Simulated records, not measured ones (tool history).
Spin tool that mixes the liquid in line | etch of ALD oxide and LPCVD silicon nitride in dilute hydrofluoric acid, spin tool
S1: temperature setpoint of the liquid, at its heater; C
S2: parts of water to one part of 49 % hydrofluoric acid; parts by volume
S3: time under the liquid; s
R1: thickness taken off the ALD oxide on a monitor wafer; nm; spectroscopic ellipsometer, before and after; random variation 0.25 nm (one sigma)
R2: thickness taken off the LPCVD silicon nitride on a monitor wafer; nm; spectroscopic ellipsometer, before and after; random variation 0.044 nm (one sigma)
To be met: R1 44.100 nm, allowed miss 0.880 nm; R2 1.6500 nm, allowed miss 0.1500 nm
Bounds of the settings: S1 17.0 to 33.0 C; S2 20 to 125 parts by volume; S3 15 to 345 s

run    day    S1  S2   S3      R1      R2
  1  0.000  25.0  70  175  28.044  1.2295
  2  0.104  25.5  65  175  31.313  1.3121
  3  0.354  24.0  65  175  29.032  1.2258
  4  0.708  24.0  65  240  39.528  1.6139
  5  1.042  24.0  65  215  35.764  1.5015
  6  1.383  24.0  40  215  60.231  2.4867
  7  1.746  24.0  40  215  59.923  2.4194
  8  1.950  23.0  40  215  58.022  2.3340
  9  2.246  22.0  40  215  55.001  2.0625
 10  2.379  21.0  45  215  46.597  1.6875
 11  2.738  21.0  50  215  42.193  1.5768
 12  2.804  21.5  50  215  42.823  1.6004

Which of these 5 next moves meets every target?
  A  2.871  17.0  55  285   ?   ?
  B  2.871  23.5  60  230   ?   ?
  C  2.871  24.0  50  190   ?   ?
  D  2.871  22.0  40  170   ?   ?
  E  2.871  20.5  45  195   ?   ?

move      R1      R2
   A  42.134  1.4208
   B  40.753  1.6510
   C  41.781  1.6865
   D  43.557  1.6369
   E  41.422  1.5098
A: further off than the last run
B: further off than the last run
C: further off than the last run
D: meets every target
E: further off than the last run
Move D is the one to make.
